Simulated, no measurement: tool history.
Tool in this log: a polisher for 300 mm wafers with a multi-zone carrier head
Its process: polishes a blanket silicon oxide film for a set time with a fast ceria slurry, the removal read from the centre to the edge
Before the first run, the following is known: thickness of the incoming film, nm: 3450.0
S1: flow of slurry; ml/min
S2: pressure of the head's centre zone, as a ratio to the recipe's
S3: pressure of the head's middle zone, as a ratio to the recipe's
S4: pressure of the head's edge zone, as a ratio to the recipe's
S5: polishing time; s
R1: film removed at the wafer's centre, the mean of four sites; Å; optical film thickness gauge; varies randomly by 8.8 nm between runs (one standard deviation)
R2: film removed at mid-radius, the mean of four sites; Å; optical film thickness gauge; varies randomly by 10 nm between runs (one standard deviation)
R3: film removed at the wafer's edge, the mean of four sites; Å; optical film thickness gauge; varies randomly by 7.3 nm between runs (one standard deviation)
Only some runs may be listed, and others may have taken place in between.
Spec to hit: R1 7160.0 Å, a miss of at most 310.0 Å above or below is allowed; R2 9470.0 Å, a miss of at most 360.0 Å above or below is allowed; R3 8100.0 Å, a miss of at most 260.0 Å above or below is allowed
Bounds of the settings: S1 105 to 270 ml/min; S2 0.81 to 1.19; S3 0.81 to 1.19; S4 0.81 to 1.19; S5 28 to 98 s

{"run": 1, "hour": 0.0, "S1": 175, "S2": 1.0, "S3": 1.0, "S4": 1.0, "S5": 63, "R1": 6871.8, "R2": 7175.2, "R3": 6970.5}
{"run": 2, "hour": 1.4, "S1": 180, "S2": 0.99, "S3": 1.02, "S4": 1.01, "S5": 64, "R1": 6952.4, "R2": 7516.2, "R3": 7173.9}
{"run": 3, "hour": 8.7, "S1": 180, "S2": 0.99, "S3": 1.09, "S4": 1.01, "S5": 64, "R1": 6852.7, "R2": 7859.6, "R3": 7195.3}
{"run": 4, "hour": 12.0, "S1": 185, "S2": 0.98, "S3": 1.1, "S4": 1.01, "S5": 64, "R1": 6932.7, "R2": 7752.7, "R3": 7310.4}
{"run": 5, "hour": 15.9, "S1": 160, "S2": 0.98, "S3": 1.1, "S4": 1.01, "S5": 64, "R1": 6695.6, "R2": 7721.9, "R3": 7110.6}
{"run": 6, "hour": 17.2, "S1": 160, "S2": 0.98, "S3": 1.1, "S4": 1.01, "S5": 73, "R1": 7593.2, "R2": 8946.5, "R3": 7999.5}
{"run": 7, "hour": 24.5, "S1": 160, "S2": 0.97, "S3": 1.11, "S4": 1.01, "S5": 73, "R1": 7533.3, "R2": 8973.2, "R3": 8118.8}
{"run": 8, "hour": 29.2, "S1": 160, "S2": 0.96, "S3": 1.12, "S4": 1.01, "S5": 73, "R1": 7626.2, "R2": 8903.1, "R3": 7917.5}
{"hour": 32.7, "done": "slurry nozzle cleaned"}
{"run": 9, "hour": 32.7, "S1": 155, "S2": 0.96, "S3": 1.13, "S4": 1.02, "S5": 73, "R1": 7934.8, "R2": 9490.7, "R3": 8555.5}
{"run": 10, "hour": 38.8, "S1": 155, "S2": 0.95, "S3": 1.14, "S4": 1.01, "S5": 73, "R1": 7779.6, "R2": 9544.4, "R3": 8308.6}

Consider the 5 candidate settings below. Which is the only one whose results all fall within their allowed miss of target?
{"run": "A", "hour": 44.9, "S1": 170, "S2": 1.04, "S3": 1.13, "S4": 0.92, "S5": 76, "R1": "?", "R2": "?", "R3": "?"}
{"run": "B", "hour": 44.9, "S1": 135, "S2": 0.97, "S3": 1.04, "S4": 0.85, "S5": 80, "R1": "?", "R2": "?", "R3": "?"}
{"run": "C", "hour": 44.9, "S1": 160, "S2": 0.88, "S3": 1.15, "S4": 0.99, "S5": 71, "R1": "?", "R2": "?", "R3": "?"}
{"run": "D", "hour": 44.9, "S1": 185, "S2": 0.88, "S3": 1.13, "S4": 1.1, "S5": 72, "R1": "?", "R2": "?", "R3": "?"}
{"run": "E", "hour": 44.9, "S1": 125, "S2": 0.94, "S3": 1.03, "S4": 0.97, "S5": 82, "R1": "?", "R2": "?", "R3": "?"}

move=A R1=9125.3 R2=9974.0 R3=8471.5
move=B R1=8602.0 R2=9422.3 R3=8382.1
move=C R1=7186.9 R2=9378.7 R3=8135.7
move=D R1=7466.5 R2=9571.0 R3=8830.2
move=E R1=8418.7 R2=9445.1 R3=9041.8
A: moves away from the targets compared with the last run
B: moves away from the targets compared with the last run
C: in spec on every target
D: meets the target for the result that was furthest off, but another lies outside its allowed miss
E: moves away from the targets compared with the last run
The right move is C.
